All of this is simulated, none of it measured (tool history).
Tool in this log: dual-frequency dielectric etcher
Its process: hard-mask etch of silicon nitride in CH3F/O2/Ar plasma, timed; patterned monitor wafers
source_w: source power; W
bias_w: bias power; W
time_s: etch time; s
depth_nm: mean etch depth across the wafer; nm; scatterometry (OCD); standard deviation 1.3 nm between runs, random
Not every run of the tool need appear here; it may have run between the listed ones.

run	hour	source_w	bias_w	time_s	depth_nm
1	0.0	500	66	229.0	173.29
2	8.5	530	67	229.5	175.38
3	11.5	530	67	229.0	177.06
4	13.0	550	68	229.5	179.95
5	20.4	570	69	230.0	183.40
6	26.6	580	70	230.0	185.17
7	28.3	590	71	230.0	187.93

Run 8 comes next. What will it give?
8	35.3	600	72	230.0	?

depth_nm: 188.24 nm

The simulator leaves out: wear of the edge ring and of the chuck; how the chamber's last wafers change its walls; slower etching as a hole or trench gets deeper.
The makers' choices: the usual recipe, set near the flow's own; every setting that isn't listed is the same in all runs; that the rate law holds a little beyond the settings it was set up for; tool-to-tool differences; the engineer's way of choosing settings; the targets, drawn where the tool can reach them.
